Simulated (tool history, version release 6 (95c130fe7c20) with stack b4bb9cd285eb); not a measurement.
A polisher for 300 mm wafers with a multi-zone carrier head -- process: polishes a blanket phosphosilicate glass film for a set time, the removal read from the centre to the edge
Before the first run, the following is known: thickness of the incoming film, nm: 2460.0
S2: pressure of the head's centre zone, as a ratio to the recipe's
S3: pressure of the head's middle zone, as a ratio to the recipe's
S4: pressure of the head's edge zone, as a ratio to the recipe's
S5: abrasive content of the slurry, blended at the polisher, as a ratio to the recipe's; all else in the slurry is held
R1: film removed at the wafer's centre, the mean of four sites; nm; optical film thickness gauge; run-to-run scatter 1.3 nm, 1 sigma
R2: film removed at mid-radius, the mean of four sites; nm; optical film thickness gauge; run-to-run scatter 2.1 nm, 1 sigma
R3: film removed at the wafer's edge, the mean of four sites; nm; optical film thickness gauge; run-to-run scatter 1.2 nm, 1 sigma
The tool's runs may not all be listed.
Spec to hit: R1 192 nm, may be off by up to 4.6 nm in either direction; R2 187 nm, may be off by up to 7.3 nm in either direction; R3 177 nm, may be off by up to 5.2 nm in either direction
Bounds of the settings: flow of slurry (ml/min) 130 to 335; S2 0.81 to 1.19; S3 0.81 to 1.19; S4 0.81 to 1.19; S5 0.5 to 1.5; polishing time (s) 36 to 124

Run 1, hour 0: flow of slurry (ml/min) 215, S2 1, S3 1, S4 1, S5 1, polishing time (s) 79. Result: R1 366.4 nm, R2 367.64 nm, R3 371.12 nm.
Run 2, hour 2: flow of slurry (ml/min) 215, S2 1, S3 1, S4 1, S5 1.15, polishing time (s) 79. Result: R1 384.65 nm, R2 386.53 nm, R3 384.81 nm.
Run 3, hour 8.1: flow of slurry (ml/min) 215, S2 1, S3 1, S4 1, S5 0.95, polishing time (s) 79. Result: R1 361.42 nm, R2 358.99 nm, R3 368.71 nm.
Run 4, hour 15.6: flow of slurry (ml/min) 215, S2 1, S3 1, S4 1, S5 0.95, polishing time (s) 96. Result: R1 436 nm, R2 452.43 nm, R3 439.57 nm.
Run 5, hour 17.2: flow of slurry (ml/min) 210, S2 1.01, S3 1.02, S4 0.96, S5 0.85, polishing time (s) 85. Result: R1 379.93 nm, R2 383.52 nm, R3 377.63 nm.
Run 6, hour 21.4: flow of slurry (ml/min) 195, S2 1.01, S3 1.04, S4 0.93, S5 0.8, polishing time (s) 76. Result: R1 330.91 nm, R2 336.12 nm, R3 320.63 nm.
Run 7, hour 29.7: flow of slurry (ml/min) 195, S2 1.01, S3 1.04, S4 0.93, S5 0.8, polishing time (s) 76. Result: R1 329.46 nm, R2 331.79 nm, R3 321.23 nm.
Run 8, hour 33.9: flow of slurry (ml/min) 190, S2 1.01, S3 1.05, S4 0.91, S5 0.75, polishing time (s) 69. Result: R1 290.18 nm, R2 294.66 nm, R3 285.46 nm.
Run 9, hour 42: flow of slurry (ml/min) 185, S2 1.02, S3 1.06, S4 0.89, S5 0.7, polishing time (s) 64. Result: R1 264.14 nm, R2 270.77 nm, R3 255.44 nm.

Exactly one of the 5 candidate moves below puts every result within its allowed miss. Which one?
Run A, hour 50.1: flow of slurry (ml/min) 225, S2 1.13, S3 0.88, S4 0.9, S5 0.95, polishing time (s) 40. Result: R1 ?, R2 ?, R3 ?.
Run B, hour 50.1: flow of slurry (ml/min) 185, S2 0.98, S3 1.02, S4 0.85, S5 0.5, polishing time (s) 51. Result: R1 ?, R2 ?, R3 ?.
Run C, hour 50.1: flow of slurry (ml/min) 195, S2 1.11, S3 0.87, S4 0.91, S5 0.65, polishing time (s) 48. Result: R1 ?, R2 ?, R3 ?.
Run D, hour 50.1: flow of slurry (ml/min) 165, S2 1.04, S3 0.84, S4 0.91, S5 0.5, polishing time (s) 54. Result: R1 ?, R2 ?, R3 ?.
Run E, hour 50.1: flow of slurry (ml/min) 175, S2 1.1, S3 1.06, S4 0.94, S5 0.6, polishing time (s) 46. Result: R1 ?, R2 ?, R3 ?.

move      R1      R2      R3
   A  202.19  165.26  181.02
   B  181.19   185.9   180.1
   C  207.22  170.74  189.72
   D  199.01  169.06  193.34
   E   190.1  182.63  176.96
A: closes in on the targets versus the last run, not all within tolerance yet
B: pushes the last run's worst result past its target
C: closes in on the targets versus the last run, not all within tolerance yet
D: closes in on the targets versus the last run, not all within tolerance yet
E: each result inside its tolerance
Move E is the one to make.
